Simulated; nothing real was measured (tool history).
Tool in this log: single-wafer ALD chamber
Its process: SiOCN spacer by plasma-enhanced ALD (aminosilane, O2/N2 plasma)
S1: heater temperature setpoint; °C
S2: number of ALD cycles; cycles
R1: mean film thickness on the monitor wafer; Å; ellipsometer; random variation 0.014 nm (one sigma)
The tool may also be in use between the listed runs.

Run 1, hour 0.0: S1 415 °C, S2 77 cycles. Result: R1 41.593 Å.
Run 2, hour 4.0: S1 423 °C, S2 77 cycles. Result: R1 40.127 Å.
Run 3, hour 9.0: S1 423 °C, S2 73 cycles. Result: R1 38.059 Å.
Run 4, hour 9.6: S1 427 °C, S2 71 cycles. Result: R1 36.698 Å.
Run 5, hour 13.1: S1 437 °C, S2 71 cycles. Result: R1 35.295 Å.
Run 6, hour 17.5: S1 433 °C, S2 71 cycles. Result: R1 35.557 Å.

Estimate the outcome of run 7 from the log above:
Run 7, hour 21.0: S1 435 °C, S2 70 cycles. Result: R1 ?.

Run 7 yielded R1 34.969 Å.
